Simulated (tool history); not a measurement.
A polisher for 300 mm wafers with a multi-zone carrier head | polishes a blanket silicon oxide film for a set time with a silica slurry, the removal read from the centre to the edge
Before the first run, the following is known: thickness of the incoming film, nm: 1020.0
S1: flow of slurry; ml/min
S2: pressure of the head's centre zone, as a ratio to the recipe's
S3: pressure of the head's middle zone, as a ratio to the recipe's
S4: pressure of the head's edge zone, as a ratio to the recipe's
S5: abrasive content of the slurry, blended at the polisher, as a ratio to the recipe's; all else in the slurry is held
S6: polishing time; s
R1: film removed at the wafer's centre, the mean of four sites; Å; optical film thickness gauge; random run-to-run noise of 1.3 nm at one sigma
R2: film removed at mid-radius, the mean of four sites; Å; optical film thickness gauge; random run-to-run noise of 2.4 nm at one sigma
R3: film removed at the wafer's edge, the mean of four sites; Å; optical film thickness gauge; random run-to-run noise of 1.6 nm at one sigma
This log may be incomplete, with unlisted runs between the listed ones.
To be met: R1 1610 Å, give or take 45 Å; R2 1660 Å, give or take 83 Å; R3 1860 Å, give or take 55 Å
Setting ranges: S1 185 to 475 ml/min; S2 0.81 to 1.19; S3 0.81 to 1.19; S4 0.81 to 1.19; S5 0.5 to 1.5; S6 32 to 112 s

run	hour	S1	S2	S3	S4	S5	S6	R1	R2	R3
1	0	305	1	1	1	1	72	1819.1	1800.7	1753.3
2	8.7	305	1	1	1	1	86	2184	2169.1	2095.1
3	9.5	305	1	1	1.05	1	86	2164.4	2201.2	2192.1
4	18	300	0.97	0.97	1.04	0.95	86	2060.4	2061.3	2085.9
5	23.6	300	0.97	0.97	1.04	0.85	86	1957.3	1944.4	2034.6
6	31.5	300	0.97	0.97	1.04	0.85	75	1713.9	1690.5	1733
7	35.8	295	0.96	0.96	1.06	0.85	75	1675.3	1697.6	1772
8	43.7	295	0.96	0.95	1.07	0.85	75	1670.6	1634.6	1801.1
9	48.6	295	0.96	0.95	1.07	0.85	75	1687.2	1666.6	1768.3

Exactly one of the 5 candidate moves below puts every result within its allowed miss. Which one?
A	53.5	305	1	0.93	1.05	0.8	78	?	?	?
B	53.5	325	0.92	0.86	1.05	0.85	83	?	?	?
C	53.5	295	1.03	0.85	1.1	0.95	74	?	?	?
D	53.5	320	0.9	0.91	1.13	0.75	81	?	?	?
E	53.5	190	0.96	0.99	0.95	0.65	91	?	?	?

move	R1	R2	R3
A	1771.7	1681.8	1764.6
B	1795.9	1738.3	1944.1
C	1867.1	1598	1846.9
D	1611.5	1670.8	1840.7
E	1658.4	1741.3	1689.6
A: moves away from the targets compared with the last run
B: moves away from the targets compared with the last run
C: moves away from the targets compared with the last run
D: all results land within tolerance of their targets
E: moves away from the targets compared with the last run
D meets every target.
